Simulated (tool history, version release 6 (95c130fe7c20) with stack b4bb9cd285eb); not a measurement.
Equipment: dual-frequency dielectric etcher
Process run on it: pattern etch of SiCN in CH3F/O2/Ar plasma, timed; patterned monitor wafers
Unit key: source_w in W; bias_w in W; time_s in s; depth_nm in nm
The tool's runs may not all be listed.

Run 1, hour 0: source_w 320 W, bias_w 101 W, time_s 85 s. Result: depth_nm 33.027 nm.
Run 2, hour 5.9: source_w 280 W, bias_w 101 W, time_s 85 s. Result: depth_nm 30.726 nm.
Run 3, hour 7.7: source_w 260 W, bias_w 96 W, time_s 85 s. Result: depth_nm 28.365 nm.
Run 4, hour 15.5: source_w 260 W, bias_w 96 W, time_s 89 s. Result: depth_nm 30.161 nm.
Run 5, hour 18.3: source_w 250 W, bias_w 93 W, time_s 89 s. Result: depth_nm 28.517 nm.
Run 6, hour 21.4: source_w 240 W, bias_w 91 W, time_s 89 s. Result: depth_nm 27.623 nm.
Run 7, hour 25.6: source_w 190 W, bias_w 71 W, time_s 88 s. Result: depth_nm 19.665 nm.
Run 8, hour 33.5: source_w 200 W, bias_w 71 W, time_s 88 s. Result: depth_nm 20.925 nm.
Run 9, hour 34.5: source_w 210 W, bias_w 71 W, time_s 88 s. Result: depth_nm 22.042 nm.

Run 10 is up next; what results do you expect?
Run 10, hour 37.1: source_w 220 W, bias_w 71 W, time_s 88 s. Result: depth_nm ?.

depth_nm: 23.203 nm
